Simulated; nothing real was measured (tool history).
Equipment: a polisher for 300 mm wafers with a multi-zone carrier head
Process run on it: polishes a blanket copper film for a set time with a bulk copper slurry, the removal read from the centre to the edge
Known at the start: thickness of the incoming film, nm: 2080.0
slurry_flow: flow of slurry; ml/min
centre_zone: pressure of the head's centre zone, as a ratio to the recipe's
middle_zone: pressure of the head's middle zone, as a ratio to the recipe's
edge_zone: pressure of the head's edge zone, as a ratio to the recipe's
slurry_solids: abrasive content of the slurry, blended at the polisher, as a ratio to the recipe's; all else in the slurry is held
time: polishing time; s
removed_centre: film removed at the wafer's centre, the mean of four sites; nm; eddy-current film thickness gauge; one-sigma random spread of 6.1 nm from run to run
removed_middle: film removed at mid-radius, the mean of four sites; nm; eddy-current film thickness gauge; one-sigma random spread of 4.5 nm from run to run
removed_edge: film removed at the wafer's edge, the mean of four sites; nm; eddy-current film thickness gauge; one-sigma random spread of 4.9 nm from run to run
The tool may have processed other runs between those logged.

{"run": 1, "hour": 0.0, "slurry_flow": 145, "centre_zone": 1, "middle_zone": 1, "edge_zone": 1, "slurry_solids": 1, "time": 49, "removed_centre": 598.06, "removed_middle": 607.62, "removed_edge": 601.15}
{"run": 2, "hour": 2.0, "slurry_flow": 145, "centre_zone": 0.92, "middle_zone": 1, "edge_zone": 1, "slurry_solids": 1, "time": 49, "removed_centre": 531.35, "removed_middle": 611.25, "removed_edge": 596.72}
{"run": 3, "hour": 5.7, "slurry_flow": 135, "centre_zone": 0.91, "middle_zone": 0.95, "edge_zone": 1.01, "slurry_solids": 0.95, "time": 49, "removed_centre": 530.39, "removed_middle": 564.01, "removed_edge": 593.99}
{"run": 4, "hour": 8.3, "slurry_flow": 135, "centre_zone": 0.91, "middle_zone": 0.95, "edge_zone": 1.07, "slurry_solids": 0.95, "time": 49, "removed_centre": 510.93, "removed_middle": 563.03, "removed_edge": 619.3}
{"run": 5, "hour": 17.0, "slurry_flow": 135, "centre_zone": 0.83, "middle_zone": 0.95, "edge_zone": 1.07, "slurry_solids": 0.95, "time": 49, "removed_centre": 473.77, "removed_middle": 558.01, "removed_edge": 604.18}
{"run": 6, "hour": 18.9, "slurry_flow": 115, "centre_zone": 0.83, "middle_zone": 0.95, "edge_zone": 1.07, "slurry_solids": 0.95, "time": 49, "removed_centre": 453.98, "removed_middle": 536.62, "removed_edge": 598.62}
{"run": 7, "hour": 19.7, "slurry_flow": 110, "centre_zone": 0.83, "middle_zone": 0.93, "edge_zone": 1.05, "slurry_solids": 0.9, "time": 49, "removed_centre": 443.77, "removed_middle": 523.58, "removed_edge": 577.65}
{"run": 8, "hour": 22.4, "slurry_flow": 95, "centre_zone": 0.87, "middle_zone": 0.83, "edge_zone": 1.07, "slurry_solids": 0.8, "time": 48, "removed_centre": 430.02, "removed_middle": 427.79, "removed_edge": 532.65}

Run 9, settings as shown, results not yet in. Your forecast:
{"run": 9, "hour": 23.7, "slurry_flow": 120, "centre_zone": 0.85, "middle_zone": 0.86, "edge_zone": 1.09, "slurry_solids": 0.8, "time": 48, "removed_centre": "?", "removed_middle": "?", "removed_edge": "?"}

{"run 9": {"removed_centre": 447.69, "removed_middle": 474.19, "removed_edge": 568.5}}
